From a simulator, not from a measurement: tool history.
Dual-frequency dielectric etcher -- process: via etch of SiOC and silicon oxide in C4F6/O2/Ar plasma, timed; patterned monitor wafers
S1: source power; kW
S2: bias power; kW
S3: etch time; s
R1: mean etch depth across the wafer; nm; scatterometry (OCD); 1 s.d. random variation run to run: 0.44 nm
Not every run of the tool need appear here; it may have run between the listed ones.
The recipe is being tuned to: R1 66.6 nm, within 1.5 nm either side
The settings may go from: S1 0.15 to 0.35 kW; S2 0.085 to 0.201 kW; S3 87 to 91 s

| run | hour | S1 | S2 | S3 | R1 |
|---|---|---|---|---|---|
| 1 | 0 | 0.25 | 0.143 | 87 | 77.591 |
| 2 | 6 | 0.25 | 0.127 | 87 | 75.712 |
| 3 | 6.7 | 0.25 | 0.127 | 87 | 75.417 |
| 4 | 8.3 | 0.25 | 0.146 | 87 | 78.485 |
| 5 | 11.4 | 0.25 | 0.127 | 87 | 75.949 |
| 6 | 16.5 | 0.23 | 0.123 | 87 | 73.596 |
| 7 | 25.1 | 0.23 | 0.123 | 87 | 73.118 |
| 8 | 25.8 | 0.21 | 0.119 | 87 | 70.09 |
| 9 | 32.6 | 0.2 | 0.117 | 87 | 69.224 |
|  | 39.9 | wet clean of the chamber |
| 10 | 39.9 | 0.19 | 0.116 | 87 | 64.566 |

Pick the move, out of 4, that brings all results within their allowed miss; only one does.
| A | 47.2 | 0.15 | 0.132 | 90 | ? |
| B | 47.2 | 0.19 | 0.106 | 87.5 | ? |
| C | 47.2 | 0.18 | 0.122 | 90 | ? |
| D | 47.2 | 0.16 | 0.129 | 88 | ? |

| move | R1 |
|---|---|
| A | 64.09 |
| B | 63.88 |
| C | 66.619 |
| D | 63.581 |
A: lands further from the targets than the last run did
B: lands further from the targets than the last run did
C: hits every target within its allowed miss
D: lands further from the targets than the last run did
C is the move that brings every result within its allowed miss.
